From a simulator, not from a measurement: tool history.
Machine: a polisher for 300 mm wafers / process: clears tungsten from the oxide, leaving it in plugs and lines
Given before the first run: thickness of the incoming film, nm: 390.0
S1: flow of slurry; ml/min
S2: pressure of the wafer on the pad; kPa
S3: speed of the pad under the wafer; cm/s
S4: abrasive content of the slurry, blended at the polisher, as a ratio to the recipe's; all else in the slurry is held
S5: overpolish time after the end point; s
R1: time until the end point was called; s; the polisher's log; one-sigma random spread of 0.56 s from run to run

run	hour	S1	S2	S3	S4	S5	R1
1	0	205	29.6	92	1	13	75.057
2	7.3	205	35.9	92	1	13	63.874
3	11.5	205	35.9	92	1	13	63.14
4	15.9	205	35.9	92	1	13	64.107
5	24.1	205	35.9	114	1	13	51.428
6	28.9	205	35.9	114	1	10	51.001

Predict the results of run 7:
7	32.3	205	35.2	114	1	10	?

R1: 52.912 s
